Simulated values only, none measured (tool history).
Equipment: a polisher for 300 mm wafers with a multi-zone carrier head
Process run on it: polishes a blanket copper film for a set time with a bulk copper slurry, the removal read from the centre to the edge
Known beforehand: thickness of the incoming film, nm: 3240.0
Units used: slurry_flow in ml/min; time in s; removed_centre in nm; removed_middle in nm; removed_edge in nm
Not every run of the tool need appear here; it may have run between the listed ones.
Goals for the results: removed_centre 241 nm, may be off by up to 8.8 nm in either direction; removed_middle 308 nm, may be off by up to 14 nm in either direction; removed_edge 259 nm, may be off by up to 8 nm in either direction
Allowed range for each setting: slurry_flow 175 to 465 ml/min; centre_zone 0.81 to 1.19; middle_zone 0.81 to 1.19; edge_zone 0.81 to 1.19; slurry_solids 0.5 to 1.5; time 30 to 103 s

{"run": 1, "hour": 0.0, "slurry_flow": 295, "centre_zone": 1, "middle_zone": 1, "edge_zone": 1, "slurry_solids": 1, "time": 66, "removed_centre": 523.19, "removed_middle": 522.98, "removed_edge": 475.7}
{"run": 2, "hour": 8.2, "slurry_flow": 280, "centre_zone": 0.94, "middle_zone": 1.01, "edge_zone": 0.97, "slurry_solids": 0.85, "time": 56, "removed_centre": 400.33, "removed_middle": 426.19, "removed_edge": 382.42}
{"run": 3, "hour": 13.2, "slurry_flow": 265, "centre_zone": 0.9, "middle_zone": 1.03, "edge_zone": 0.95, "slurry_solids": 0.75, "time": 50, "removed_centre": 324.86, "removed_middle": 368.2, "removed_edge": 333.5}
{"run": 4, "hour": 17.0, "slurry_flow": 265, "centre_zone": 0.9, "middle_zone": 1.03, "edge_zone": 0.95, "slurry_solids": 0.75, "time": 60, "removed_centre": 403.46, "removed_middle": 440.34, "removed_edge": 402.39}
{"run": 5, "hour": 25.6, "slurry_flow": 265, "centre_zone": 0.9, "middle_zone": 1.07, "edge_zone": 0.95, "slurry_solids": 0.75, "time": 60, "removed_centre": 397.22, "removed_middle": 453.15, "removed_edge": 398.36}
{"run": 6, "hour": 26.6, "slurry_flow": 265, "centre_zone": 0.88, "middle_zone": 1.09, "edge_zone": 0.92, "slurry_solids": 0.65, "time": 53, "removed_centre": 334, "removed_middle": 401.34, "removed_edge": 336.34}
{"run": 7, "hour": 34.1, "slurry_flow": 265, "centre_zone": 0.88, "middle_zone": 1.09, "edge_zone": 0.92, "slurry_solids": 0.65, "time": 53, "removed_centre": 323.8, "removed_middle": 396.26, "removed_edge": 337.93}
{"run": 8, "hour": 36.8, "slurry_flow": 265, "centre_zone": 0.87, "middle_zone": 1.08, "edge_zone": 0.89, "slurry_solids": 0.6, "time": 49, "removed_centre": 301.57, "removed_middle": 360.76, "removed_edge": 305.99}
{"run": 9, "hour": 37.9, "slurry_flow": 230, "centre_zone": 0.81, "middle_zone": 1.1, "edge_zone": 0.9, "slurry_solids": 0.5, "time": 39, "removed_centre": 208.15, "removed_middle": 288.07, "removed_edge": 230.4}
{"run": 10, "hour": 42.3, "slurry_flow": 270, "centre_zone": 0.82, "middle_zone": 1.09, "edge_zone": 0.91, "slurry_solids": 0.5, "time": 39, "removed_centre": 216.65, "removed_middle": 285.75, "removed_edge": 235.94}

Of the 5 settings listed for the next run, only one would bring every result within its allowed miss of target. Which one?
{"run": "A", "hour": 46.7, "slurry_flow": 270, "centre_zone": 0.89, "middle_zone": 1.07, "edge_zone": 0.89, "slurry_solids": 1, "time": 33, "removed_centre": "?", "removed_middle": "?", "removed_edge": "?"}
{"run": "B", "hour": 46.7, "slurry_flow": 265, "centre_zone": 0.82, "middle_zone": 1.06, "edge_zone": 0.89, "slurry_solids": 0.95, "time": 38, "removed_centre": "?", "removed_middle": "?", "removed_edge": "?"}
{"run": "C", "hour": 46.7, "slurry_flow": 230, "centre_zone": 0.93, "middle_zone": 1.11, "edge_zone": 0.86, "slurry_solids": 0.7, "time": 35, "removed_centre": "?", "removed_middle": "?", "removed_edge": "?"}
{"run": "D", "hour": 46.7, "slurry_flow": 350, "centre_zone": 0.87, "middle_zone": 1.15, "edge_zone": 0.85, "slurry_solids": 0.5, "time": 41, "removed_centre": "?", "removed_middle": "?", "removed_edge": "?"}
{"run": "E", "hour": 46.7, "slurry_flow": 270, "centre_zone": 1.07, "middle_zone": 1.12, "edge_zone": 0.82, "slurry_solids": 0.55, "time": 34, "removed_centre": "?", "removed_middle": "?", "removed_edge": "?"}

move=A removed_centre=229.65 removed_middle=267.62 removed_edge=225.68
move=B removed_centre=240.34 removed_middle=301.98 removed_edge=256.78
move=C removed_centre=231.93 removed_middle=267.26 removed_edge=216.21
move=D removed_centre=251.66 removed_middle=318.23 removed_edge=245.46
move=E removed_centre=253.91 removed_middle=255.24 removed_edge=199.88
A: lands further from the targets than the last run did
B: meets every target
C: lands further from the targets than the last run did
D: nearer the targets than the last run, but a result is still out of spec
E: lands further from the targets than the last run did
B meets every target.
